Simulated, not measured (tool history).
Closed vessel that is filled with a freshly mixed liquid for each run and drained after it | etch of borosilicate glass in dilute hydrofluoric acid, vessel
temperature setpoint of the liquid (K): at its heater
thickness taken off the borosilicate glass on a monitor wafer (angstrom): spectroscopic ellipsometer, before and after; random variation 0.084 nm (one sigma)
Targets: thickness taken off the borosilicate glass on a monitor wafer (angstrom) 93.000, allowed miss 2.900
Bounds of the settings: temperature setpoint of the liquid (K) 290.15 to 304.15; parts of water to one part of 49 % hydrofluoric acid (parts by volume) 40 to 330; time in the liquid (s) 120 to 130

run  hour  temperature setpoint of the liquid (K)  parts of water to one part of 49 % hydrofluoric acid (parts by volume)  time in the liquid (s)  thickness taken off the borosilicate glass on a monitor wafer (angstrom)
  1   0.0                                  296.15                                                                     185                     120                                                                   118.360
  2   4.8                                  294.65                                                                     185                     120                                                                   110.770
  3  11.2                                  294.65                                                                     185                     130                                                                   119.210
  4  18.8                                  293.15                                                                     185                     130                                                                   114.190
  5  20.5                                  291.65                                                                     185                     130                                                                   105.960
  6  29.4                                  291.15                                                                     190                     130                                                                   101.760
     31.4  -- thermometer replaced
  7  31.4                                  290.65                                                                     190                     130                                                                   104.530
  8  32.6                                  290.65                                                                     195                     130                                                                   100.390

Which of these 4 next moves meets every target?
  A  33.8                                  293.65                                                                     205                     120                                                                         ?
  B  33.8                                  290.65                                                                     200                     125                                                                         ?
  C  33.8                                  290.65                                                                     175                     130                                                                         ?
  D  33.8                                  291.65                                                                     175                     120                                                                         ?

move  thickness taken off the borosilicate glass on a monitor wafer (angstrom)
   A                                                                    97.753
   B                                                                    93.298
   C                                                                   113.520
   D                                                                   109.070
A: nearer than the last run, and not there yet
B: meets every target
C: further off than the last run
D: further off than the last run
Move B is the one to make.

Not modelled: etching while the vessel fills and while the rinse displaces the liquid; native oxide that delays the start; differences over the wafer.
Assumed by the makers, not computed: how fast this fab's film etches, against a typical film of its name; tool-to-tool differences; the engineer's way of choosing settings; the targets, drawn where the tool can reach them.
